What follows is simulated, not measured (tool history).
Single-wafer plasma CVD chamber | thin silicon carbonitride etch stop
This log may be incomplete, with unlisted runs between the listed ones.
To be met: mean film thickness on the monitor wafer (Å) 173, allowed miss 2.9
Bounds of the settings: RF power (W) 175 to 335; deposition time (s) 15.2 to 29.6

run	day	RF power (W)	deposition time (s)	mean film thickness on the monitor wafer (Å)
1	0	255	22.4	161.37
2	0.183	275	22.4	163.56
3	0.296	275	19.3	141.1
4	0.338	275	17.9	130.66
5	0.442	275	15.9	116.26
6	0.783	275	18.9	138.29
7	0.817	280	19.3	141.35
8	0.958	285	19.6	144.37
9	1.096	290	19.9	147.18
10	1.417	295	20.2	150.14
11	1.492	300	20.5	152.86
12	1.629	305	20.7	154.43

4 candidate next runs follow, results not yet known. Just one meets every target within its allowed miss. Identify it.
A	1.767	315	21.1	?
B	1.767	335	22	?
C	1.767	335	22.5	?
D	1.767	325	19.5	?

move	mean film thickness on the monitor wafer (Å)
A	158.28
B	167.31
C	171.12
D	147.3
A: closer than the last run, but not yet in spec
B: closer than the last run, but not yet in spec
C: all results land within tolerance of their targets
D: misses by more than the last run did
Go with C: it meets all targets.
